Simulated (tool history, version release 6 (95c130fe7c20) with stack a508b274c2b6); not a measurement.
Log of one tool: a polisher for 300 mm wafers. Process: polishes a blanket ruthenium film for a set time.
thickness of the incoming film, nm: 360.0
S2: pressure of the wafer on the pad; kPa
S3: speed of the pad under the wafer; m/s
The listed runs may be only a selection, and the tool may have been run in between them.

run 1 hour=0.0 | flow_of_slurry_(ml/min)=175 S2=14.5 S3=1.22 polishing_time_(s)=22 | film_removed_(nm)=36.123
run 2 hour=5.4 | flow_of_slurry_(ml/min)=175 S2=14.5 S3=1.04 polishing_time_(s)=22 | film_removed_(nm)=31.412
run 3 hour=9.2 | flow_of_slurry_(ml/min)=175 S2=14.5 S3=1.04 polishing_time_(s)=20 | film_removed_(nm)=28.384
run 4 hour=16.8 | flow_of_slurry_(ml/min)=175 S2=14.5 S3=0.86 polishing_time_(s)=20 | film_removed_(nm)=23.264
run 5 hour=18.4 | flow_of_slurry_(ml/min)=175 S2=13.8 S3=0.86 polishing_time_(s)=20 | film_removed_(nm)=22.265
run 6 hour=20.8 | flow_of_slurry_(ml/min)=175 S2=13.1 S3=0.86 polishing_time_(s)=20 | film_removed_(nm)=21.619
run 7 hour=23.7 | flow_of_slurry_(ml/min)=175 S2=12.4 S3=0.86 polishing_time_(s)=20 | film_removed_(nm)=20.137

Predict the results of run 8:
run 8 hour=29.0 | flow_of_slurry_(ml/min)=170 S2=11.7 S3=0.86 polishing_time_(s)=20 | film_removed_(nm)=?

film removed (nm): 19.209

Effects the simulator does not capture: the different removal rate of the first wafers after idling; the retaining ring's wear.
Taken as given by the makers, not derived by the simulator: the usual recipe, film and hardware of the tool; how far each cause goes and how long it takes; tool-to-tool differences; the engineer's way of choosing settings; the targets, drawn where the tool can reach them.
